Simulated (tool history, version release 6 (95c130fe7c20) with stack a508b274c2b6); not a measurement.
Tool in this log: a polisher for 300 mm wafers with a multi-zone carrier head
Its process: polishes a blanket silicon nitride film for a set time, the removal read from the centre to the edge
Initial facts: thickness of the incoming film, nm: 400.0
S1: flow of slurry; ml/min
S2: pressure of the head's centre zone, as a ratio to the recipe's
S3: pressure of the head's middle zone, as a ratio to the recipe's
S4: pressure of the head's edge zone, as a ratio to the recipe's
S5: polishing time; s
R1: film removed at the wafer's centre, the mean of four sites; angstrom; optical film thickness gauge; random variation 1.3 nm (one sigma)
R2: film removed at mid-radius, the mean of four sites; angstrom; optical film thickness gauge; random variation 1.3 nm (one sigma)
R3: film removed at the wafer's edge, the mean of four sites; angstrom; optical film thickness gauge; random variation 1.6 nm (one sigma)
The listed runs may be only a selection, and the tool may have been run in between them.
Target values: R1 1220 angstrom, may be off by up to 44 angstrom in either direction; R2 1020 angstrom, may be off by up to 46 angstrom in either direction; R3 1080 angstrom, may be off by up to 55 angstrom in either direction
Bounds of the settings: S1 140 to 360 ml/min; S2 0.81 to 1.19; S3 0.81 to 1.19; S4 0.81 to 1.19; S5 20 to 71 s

run  hour   S1    S2    S3    S4  S5      R1      R2      R3
  1     0  230     1     1     1  45   926.6  925.68  934.04
  2   4.1  265     1     1     1  45   973.4  947.54  957.18
  3    10  275  1.02     1  1.01  45  987.09  951.59   963.2
  4  10.8  275  0.95     1  1.01  45  908.41  929.95  963.56
  5  16.8  275  0.95  0.93  1.01  45   939.2  856.96  961.88
  6  21.5  275     1  0.93  1.01  45  966.55  863.75  948.51
  7  27.9  280  1.02  0.94  1.02  46  1005.4  929.39  1021.5
  8  35.5  285  1.05  0.94  1.01  46  1025.6  925.77   979.8
  9  43.2  290  1.07  0.93  1.02  47  1070.8   898.3  1026.9
 10    45  305  1.15  1.03  0.99  50  1214.5  1081.1  1060.1

Exercise: of the 5 proposed moves below, exactly one satisfies all targets within the stated allowed misses. Which move is it?
  A  46.8  300  1.06  0.91  1.12  53   ?   ?   ?
  B  46.8  345  1.16  1.06  1.02  50   ?   ?   ?
  C  46.8  295  1.19  1.15  0.91  50   ?   ?   ?
  D  46.8  240  1.14  1.12  1.04  52   ?   ?   ?
  E  46.8  340  1.16  0.98  1.04  49   ?   ?   ?

move      R1      R2      R3
   A  1169.5  996.25  1182.2
   B  1208.4  1082.5  1077.4
   C  1215.4  1143.7    1013
   D  1186.6  1135.1  1096.5
   E  1181.9  991.34  1065.2
A: meets the target for the result that was furthest off, but another lies outside its allowed miss
B: about as far from the targets as the last run
C: its largest miss is bigger than the last run's
D: its largest miss is bigger than the last run's
E: every result lands within tolerance
The move that meets every target is E.

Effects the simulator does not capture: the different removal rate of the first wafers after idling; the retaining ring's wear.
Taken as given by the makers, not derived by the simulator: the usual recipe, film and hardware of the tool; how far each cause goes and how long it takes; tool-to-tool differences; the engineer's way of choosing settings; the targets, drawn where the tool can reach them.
